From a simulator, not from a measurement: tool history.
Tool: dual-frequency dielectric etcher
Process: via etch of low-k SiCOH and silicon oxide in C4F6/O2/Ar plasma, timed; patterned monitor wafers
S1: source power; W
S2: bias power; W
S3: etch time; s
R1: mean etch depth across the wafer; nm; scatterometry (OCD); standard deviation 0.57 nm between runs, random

run 1 hour=0.0 | S1=290 S2=136 S3=102.5 | R1=262.79
run 2 hour=2.4 | S1=250 S2=136 S3=102.5 | R1=242.01
run 3 hour=8.7 | S1=230 S2=128 S3=102.5 | R1=226.78
run 4 hour=11.3 | S1=220 S2=124 S3=102.5 | R1=220.64
run 5 hour=17.3 | S1=220 S2=124 S3=102.5 | R1=218.74
run 6 hour=24.0 | S1=220 S2=124 S3=102.5 | R1=218.54

Run 7 is up next; what results do you expect?
run 7 hour=27.0 | S1=210 S2=122 S3=102.5 | R1=?

Run 7 yielded R1 211.97 nm.

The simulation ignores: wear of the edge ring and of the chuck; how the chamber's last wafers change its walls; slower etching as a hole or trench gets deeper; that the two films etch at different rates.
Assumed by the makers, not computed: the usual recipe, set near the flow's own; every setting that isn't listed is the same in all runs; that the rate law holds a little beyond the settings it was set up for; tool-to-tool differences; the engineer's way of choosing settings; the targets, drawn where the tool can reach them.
